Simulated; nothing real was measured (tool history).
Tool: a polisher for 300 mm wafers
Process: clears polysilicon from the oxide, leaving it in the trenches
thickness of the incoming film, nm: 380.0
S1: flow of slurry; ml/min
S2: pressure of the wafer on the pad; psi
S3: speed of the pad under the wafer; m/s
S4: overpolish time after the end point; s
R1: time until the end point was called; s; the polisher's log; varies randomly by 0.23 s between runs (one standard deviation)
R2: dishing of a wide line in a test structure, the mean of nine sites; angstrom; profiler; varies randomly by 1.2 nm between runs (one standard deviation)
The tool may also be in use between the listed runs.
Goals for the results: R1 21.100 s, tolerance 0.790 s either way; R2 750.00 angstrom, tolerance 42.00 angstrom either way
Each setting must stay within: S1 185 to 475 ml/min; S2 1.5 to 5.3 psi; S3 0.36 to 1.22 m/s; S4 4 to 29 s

| run | hour | S1 | S2 | S3 | S4 | R1 | R2 |
|---|---|---|---|---|---|---|---|
| 1 | 0.0 | 305 | 3.4 | 0.78 | 15 | 30.460 | 695.05 |
| 2 | 7.6 | 305 | 3.7 | 0.78 | 15 | 28.295 | 718.09 |
| 3 | 9.4 | 260 | 3.7 | 0.78 | 15 | 28.872 | 709.01 |
| 4 | 16.2 | 270 | 4.0 | 0.78 | 14 | 26.368 | 698.32 |
| 5 | 19.8 | 270 | 4.0 | 0.78 | 17 | 26.701 | 726.97 |
| 6 | 22.5 | 270 | 4.0 | 0.88 | 17 | 24.432 | 711.88 |
| 7 | 24.5 | 270 | 4.0 | 0.88 | 17 | 24.070 | 716.13 |
| 8 | 25.6 | 280 | 4.1 | 0.88 | 18 | 23.689 | 736.04 |
| 9 | 31.0 | 285 | 4.2 | 0.88 | 18 | 22.764 | 751.88 |
| 10 | 34.5 | 290 | 4.3 | 0.88 | 18 | 22.145 | 744.70 |
| 11 | 36.7 | 295 | 4.3 | 0.88 | 18 | 22.366 | 745.11 |

Pick the move, out of 4, that brings all results within their allowed miss; only one does.
| A | 38.9 | 300 | 4.1 | 0.86 | 23 | ? | ? |
| B | 38.9 | 345 | 4.7 | 0.84 | 27 | ? | ? |
| C | 38.9 | 380 | 4.5 | 1.02 | 18 | ? | ? |
| D | 38.9 | 290 | 4.7 | 0.98 | 18 | ? | ? |

| move | R1 | R2 |
|---|---|---|
| A | 23.788 | 747.69 |
| B | 20.963 | 752.38 |
| C | 18.634 | 747.67 |
| D | 18.837 | 747.35 |
A: moves away from the targets compared with the last run
B: all results land within tolerance of their targets
C: pushes the last run's worst result past its target
D: pushes the last run's worst result past its target
Answer: B
